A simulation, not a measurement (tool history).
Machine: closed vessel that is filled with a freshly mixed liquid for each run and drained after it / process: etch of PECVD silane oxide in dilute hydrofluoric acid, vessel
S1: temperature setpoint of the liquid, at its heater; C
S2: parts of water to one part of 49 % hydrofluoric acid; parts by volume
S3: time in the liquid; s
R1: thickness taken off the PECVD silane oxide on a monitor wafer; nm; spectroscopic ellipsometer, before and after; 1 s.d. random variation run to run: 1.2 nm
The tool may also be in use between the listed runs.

Run 1, hour 0.0: S1 23.0 C, S2 120 parts by volume, S3 325 s. Result: R1 39.613 nm.
Run 2, hour 2.0: S1 23.0 C, S2 120 parts by volume, S3 325 s. Result: R1 39.340 nm.
Run 3, hour 6.1: S1 23.0 C, S2 120 parts by volume, S3 325 s. Result: R1 40.224 nm.
Run 4, hour 14.8: S1 23.0 C, S2 80 parts by volume, S3 325 s. Result: R1 61.833 nm.
Run 5, hour 19.1: S1 26.5 C, S2 80 parts by volume, S3 325 s. Result: R1 71.954 nm.
At hour 26.6: thermometer replaced.
Run 6, hour 26.6: S1 27.0 C, S2 75 parts by volume, S3 325 s. Result: R1 83.575 nm.
Run 7, hour 35.2: S1 27.5 C, S2 70 parts by volume, S3 325 s. Result: R1 92.073 nm.
Run 8, hour 41.7: S1 28.0 C, S2 65 parts by volume, S3 325 s. Result: R1 100.960 nm.

For run 9, what comes out?
Run 9, hour 44.8: S1 31.0 C, S2 30 parts by volume, S3 325 s. Result: R1 ?.

Run 9 yielded R1 260.600 nm.
